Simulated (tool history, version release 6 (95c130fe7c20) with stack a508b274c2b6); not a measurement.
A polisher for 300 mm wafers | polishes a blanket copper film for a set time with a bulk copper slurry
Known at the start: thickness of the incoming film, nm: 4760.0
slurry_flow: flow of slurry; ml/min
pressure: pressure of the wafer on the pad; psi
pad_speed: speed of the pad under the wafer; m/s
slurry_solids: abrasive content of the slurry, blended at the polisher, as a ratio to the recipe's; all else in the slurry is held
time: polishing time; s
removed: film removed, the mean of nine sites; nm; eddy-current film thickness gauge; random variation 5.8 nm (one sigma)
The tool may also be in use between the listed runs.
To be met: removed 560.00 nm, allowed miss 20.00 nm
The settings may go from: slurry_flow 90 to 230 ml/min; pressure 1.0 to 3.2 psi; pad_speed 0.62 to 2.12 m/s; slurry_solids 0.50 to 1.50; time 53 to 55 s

run 1 hour=0.0 | slurry_flow=150 pressure=2.1 pad_speed=1.36 slurry_solids=1.00 time=53 | removed=447.71
run 2 hour=3.0 | slurry_flow=155 pressure=2.2 pad_speed=1.36 slurry_solids=1.00 time=53 | removed=455.19
run 3 hour=6.1 | slurry_flow=155 pressure=1.8 pad_speed=1.36 slurry_solids=1.00 time=53 | removed=401.67
run 4 hour=13.2 | slurry_flow=155 pressure=2.1 pad_speed=1.36 slurry_solids=1.00 time=53 | removed=449.44
run 5 hour=22.2 | slurry_flow=160 pressure=2.2 pad_speed=1.36 slurry_solids=1.00 time=53 | removed=460.17
run 6 hour=28.7 | slurry_flow=160 pressure=2.3 pad_speed=1.36 slurry_solids=1.00 time=53 | removed=473.33
run 7 hour=29.7 | slurry_flow=160 pressure=2.4 pad_speed=1.36 slurry_solids=1.00 time=53 | removed=494.45
run 8 hour=35.5 | slurry_flow=160 pressure=2.5 pad_speed=1.36 slurry_solids=1.00 time=53 | removed=501.52
run 9 hour=40.5 | slurry_flow=160 pressure=2.6 pad_speed=1.36 slurry_solids=1.00 time=53 | removed=511.16
run 10 hour=42.1 | slurry_flow=160 pressure=2.6 pad_speed=1.36 slurry_solids=1.00 time=53 | removed=520.44
run 11 hour=45.5 | slurry_flow=160 pressure=2.7 pad_speed=1.36 slurry_solids=1.00 time=53 | removed=530.04

Which of these 4 next moves meets every target?
run A hour=48.9 | slurry_flow=150 pressure=2.5 pad_speed=1.40 slurry_solids=0.95 time=53 | removed=?
run B hour=48.9 | slurry_flow=160 pressure=2.9 pad_speed=1.38 slurry_solids=0.75 time=55 | removed=?
run C hour=48.9 | slurry_flow=160 pressure=2.5 pad_speed=1.30 slurry_solids=1.00 time=53 | removed=?
run D hour=48.9 | slurry_flow=145 pressure=2.1 pad_speed=1.46 slurry_solids=1.00 time=55 | removed=?

move=A removed=498.59
move=B removed=547.15
move=C removed=474.40
move=D removed=484.48
A: further off than the last run
B: meets every target
C: further off than the last run
D: further off than the last run
Answer: B

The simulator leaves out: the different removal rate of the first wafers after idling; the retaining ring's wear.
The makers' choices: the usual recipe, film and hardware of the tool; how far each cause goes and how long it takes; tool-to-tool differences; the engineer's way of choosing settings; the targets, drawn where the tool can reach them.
